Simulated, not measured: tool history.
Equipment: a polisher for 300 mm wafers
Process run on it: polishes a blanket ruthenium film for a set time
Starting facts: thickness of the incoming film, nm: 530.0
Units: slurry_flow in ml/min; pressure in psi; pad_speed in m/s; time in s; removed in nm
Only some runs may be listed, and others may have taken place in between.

run,hour,slurry_flow,pressure,pad_speed,time,removed
1,0.0,320,1.3,1.04,24,16.1580
2,3.0,320,1.6,1.04,24,19.4160
3,4.5,320,1.8,1.04,24,21.8760
4,10.0,320,1.8,1.24,24,25.4230
5,18.2,375,1.8,1.24,24,26.1090
6,26.4,345,1.8,1.24,24,26.0320
7,30.2,335,1.5,1.06,23,17.9290
8,37.5,335,1.3,0.92,23,13.7060
9,39.4,335,1.1,0.84,23,10.8340
10,46.1,335,1.0,0.78,23,9.2749
11,48.1,335,0.9,0.74,23,7.9660
12,51.0,335,0.8,0.74,23,7.1167
13,59.5,335,0.7,0.74,23,6.3490
14,64.0,330,0.7,0.74,23,6.3136
15,68.5,315,0.7,0.74,23,6.3012
16,76.0,305,0.7,0.74,23,6.1856

Expected results for the next run?
17,83.7,300,0.7,0.74,23,?

Run 17 produced removed 6.2893 nm.

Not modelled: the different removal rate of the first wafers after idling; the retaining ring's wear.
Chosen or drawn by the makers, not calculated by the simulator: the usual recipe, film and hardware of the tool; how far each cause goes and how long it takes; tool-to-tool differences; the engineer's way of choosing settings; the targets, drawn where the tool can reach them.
